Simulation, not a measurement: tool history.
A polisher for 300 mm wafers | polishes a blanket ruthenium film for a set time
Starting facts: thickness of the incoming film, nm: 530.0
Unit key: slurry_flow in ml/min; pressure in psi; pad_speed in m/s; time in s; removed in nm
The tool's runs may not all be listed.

{"run": 1, "hour": 0.0, "slurry_flow": 160, "pressure": 1.9, "pad_speed": 1.28, "time": 78, "removed": 130.26}
{"run": 2, "hour": 5.7, "slurry_flow": 160, "pressure": 1.7, "pad_speed": 1.28, "time": 78, "removed": 115.64}
{"run": 3, "hour": 7.1, "slurry_flow": 165, "pressure": 1.8, "pad_speed": 1.28, "time": 78, "removed": 122.36}
{"run": 4, "hour": 10.8, "slurry_flow": 165, "pressure": 2.2, "pad_speed": 1.28, "time": 78, "removed": 146.88}
{"run": 5, "hour": 13.2, "slurry_flow": 165, "pressure": 2.3, "pad_speed": 1.28, "time": 78, "removed": 152.7}
{"run": 6, "hour": 19.5, "slurry_flow": 165, "pressure": 2.3, "pad_speed": 1.28, "time": 78, "removed": 155.57}
{"run": 7, "hour": 24.6, "slurry_flow": 165, "pressure": 2.4, "pad_speed": 1.28, "time": 78, "removed": 158.47}
{"run": 8, "hour": 27.9, "slurry_flow": 165, "pressure": 2.5, "pad_speed": 1.28, "time": 78, "removed": 164.75}
{"run": 9, "hour": 31.9, "slurry_flow": 170, "pressure": 2.6, "pad_speed": 1.28, "time": 78, "removed": 172.05}

What will run 10 give?
{"run": 10, "hour": 33.9, "slurry_flow": 180, "pressure": 3, "pad_speed": 1.32, "time": 78, "removed": "?"}

Run 10 came out at removed 204.92 nm.
